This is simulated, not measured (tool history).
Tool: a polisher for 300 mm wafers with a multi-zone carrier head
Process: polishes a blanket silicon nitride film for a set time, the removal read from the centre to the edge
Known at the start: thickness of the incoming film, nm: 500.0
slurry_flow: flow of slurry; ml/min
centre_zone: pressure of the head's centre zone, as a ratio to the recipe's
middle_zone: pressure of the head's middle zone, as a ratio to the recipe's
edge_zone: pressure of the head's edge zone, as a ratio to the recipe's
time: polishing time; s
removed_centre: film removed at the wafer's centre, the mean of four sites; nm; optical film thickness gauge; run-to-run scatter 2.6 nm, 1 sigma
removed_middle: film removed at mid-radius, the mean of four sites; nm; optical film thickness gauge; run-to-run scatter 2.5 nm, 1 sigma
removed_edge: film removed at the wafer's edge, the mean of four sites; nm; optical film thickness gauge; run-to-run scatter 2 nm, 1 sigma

run,hour,slurry_flow,centre_zone,middle_zone,edge_zone,time,removed_centre,removed_middle,removed_edge
1,0,300,1,1,1,70,150.74,148.91,149.47
2,5.1,300,1.06,1,1,70,155.66,147.94,146.96
3,14,300,1.06,1,1,63,144.92,131.58,133.24
4,15.3,305,1.07,1.02,1,66,147.78,145.09,137.47
5,21.1,305,1.07,1.02,1,75,173.19,164.42,158.47
6,24.6,305,1.11,1.02,1,75,177.74,164.63,161.6
7,28.5,310,1.12,1.03,1,76,179.93,167.95,163

Run 8 comes next. What will it give?
8,33.5,310,1.13,1.04,1,77,?,?,?

For run 8 the tool returned removed_centre 187.92 nm, removed_middle 169.01 nm, removed_edge 163.71 nm.

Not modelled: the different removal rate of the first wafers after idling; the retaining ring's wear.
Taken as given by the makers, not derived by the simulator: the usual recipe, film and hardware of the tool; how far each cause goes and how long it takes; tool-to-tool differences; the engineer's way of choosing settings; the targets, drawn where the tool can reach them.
